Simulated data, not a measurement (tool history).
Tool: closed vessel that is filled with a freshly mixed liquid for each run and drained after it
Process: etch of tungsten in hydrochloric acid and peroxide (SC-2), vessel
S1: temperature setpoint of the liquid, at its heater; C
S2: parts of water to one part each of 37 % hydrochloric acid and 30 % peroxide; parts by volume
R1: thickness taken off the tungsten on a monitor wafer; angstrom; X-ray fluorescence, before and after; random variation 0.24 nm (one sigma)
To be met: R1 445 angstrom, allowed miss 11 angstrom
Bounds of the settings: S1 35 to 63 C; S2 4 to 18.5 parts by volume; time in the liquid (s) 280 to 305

Run 1, hour 0: S1 47 C, S2 10.5 parts by volume, time in the liquid (s) 280. Result: R1 625.16 angstrom.
Run 2, hour 4.6: S1 44 C, S2 10.5 parts by volume, time in the liquid (s) 280. Result: R1 504.5 angstrom.
Run 3, hour 7.7: S1 50 C, S2 10.5 parts by volume, time in the liquid (s) 280. Result: R1 768.2 angstrom.
Run 4, hour 14.4: S1 49 C, S2 10.5 parts by volume, time in the liquid (s) 280. Result: R1 712.02 angstrom.
Run 5, hour 18.3: S1 48 C, S2 10.5 parts by volume, time in the liquid (s) 280. Result: R1 661.29 angstrom.
Run 6, hour 21.9: S1 48 C, S2 8.5 parts by volume, time in the liquid (s) 280. Result: R1 798.4 angstrom.
Run 7, hour 24.6: S1 47 C, S2 8.5 parts by volume, time in the liquid (s) 280. Result: R1 741.52 angstrom.
Run 8, hour 25.3: S1 46 C, S2 8.5 parts by volume, time in the liquid (s) 280. Result: R1 692.87 angstrom.
Run 9, hour 29.4: S1 45 C, S2 8.5 parts by volume, time in the liquid (s) 280. Result: R1 650.63 angstrom.
Run 10, hour 32.1: S1 45 C, S2 8.5 parts by volume, time in the liquid (s) 280. Result: R1 649.22 angstrom.
Run 11, hour 36.7: S1 44 C, S2 8.5 parts by volume, time in the liquid (s) 280. Result: R1 600.97 angstrom.
Run 12, hour 37.9: S1 43.5 C, S2 8.5 parts by volume, time in the liquid (s) 280. Result: R1 579.69 angstrom.
Run 13, hour 39.3: S1 43 C, S2 8.5 parts by volume, time in the liquid (s) 280. Result: R1 563.23 angstrom.

5 next moves are on the table. One of them brings every result within its allowed miss. Which?
Run A, hour 40.7: S1 39 C, S2 8 parts by volume, time in the liquid (s) 280. Result: R1 ?.
Run B, hour 40.7: S1 47 C, S2 13.5 parts by volume, time in the liquid (s) 280. Result: R1 ?.
Run C, hour 40.7: S1 44.5 C, S2 8 parts by volume, time in the liquid (s) 305. Result: R1 ?.
Run D, hour 40.7: S1 39.5 C, S2 9 parts by volume, time in the liquid (s) 280. Result: R1 ?.
Run E, hour 40.7: S1 43.5 C, S2 8.5 parts by volume, time in the liquid (s) 300. Result: R1 ?.

move      R1
   A  444.27
   B  500.47
   C  712.06
   D  418.55
   E  622.43
A: meets every target
B: nearer than the last run, and not there yet
C: further off than the last run
D: takes the result that was furthest off past its target
E: further off than the last run
Answer: A
